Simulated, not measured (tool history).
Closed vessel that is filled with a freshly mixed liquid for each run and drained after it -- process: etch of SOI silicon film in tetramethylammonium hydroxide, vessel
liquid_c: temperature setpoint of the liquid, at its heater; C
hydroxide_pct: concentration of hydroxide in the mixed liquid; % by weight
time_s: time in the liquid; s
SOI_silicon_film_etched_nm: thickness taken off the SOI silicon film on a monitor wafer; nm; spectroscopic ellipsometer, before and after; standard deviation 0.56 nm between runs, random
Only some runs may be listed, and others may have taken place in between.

Run 1, hour 0: liquid_c 64 C, hydroxide_pct 17.5 % by weight, time_s 30 s. Result: SOI_silicon_film_etched_nm 133.77 nm.
Run 2, hour 5.1: liquid_c 64 C, hydroxide_pct 15 % by weight, time_s 30 s. Result: SOI_silicon_film_etched_nm 138.73 nm.
Run 3, hour 10.2: liquid_c 60.5 C, hydroxide_pct 15 % by weight, time_s 30 s. Result: SOI_silicon_film_etched_nm 112.9 nm.
Run 4, hour 16.8: liquid_c 64.5 C, hydroxide_pct 15 % by weight, time_s 30 s. Result: SOI_silicon_film_etched_nm 145.02 nm.
Run 5, hour 23: liquid_c 69.5 C, hydroxide_pct 15 % by weight, time_s 30 s. Result: SOI_silicon_film_etched_nm 194.88 nm.
Run 6, hour 27.5: liquid_c 64.5 C, hydroxide_pct 15 % by weight, time_s 30 s. Result: SOI_silicon_film_etched_nm 145.7 nm.

Run 7 is up next; what results do you expect?
Run 7, hour 36.2: liquid_c 61 C, hydroxide_pct 15 % by weight, time_s 30 s. Result: SOI_silicon_film_etched_nm ?.

{"run 7": {"SOI_silicon_film_etched_nm": 116.74}}

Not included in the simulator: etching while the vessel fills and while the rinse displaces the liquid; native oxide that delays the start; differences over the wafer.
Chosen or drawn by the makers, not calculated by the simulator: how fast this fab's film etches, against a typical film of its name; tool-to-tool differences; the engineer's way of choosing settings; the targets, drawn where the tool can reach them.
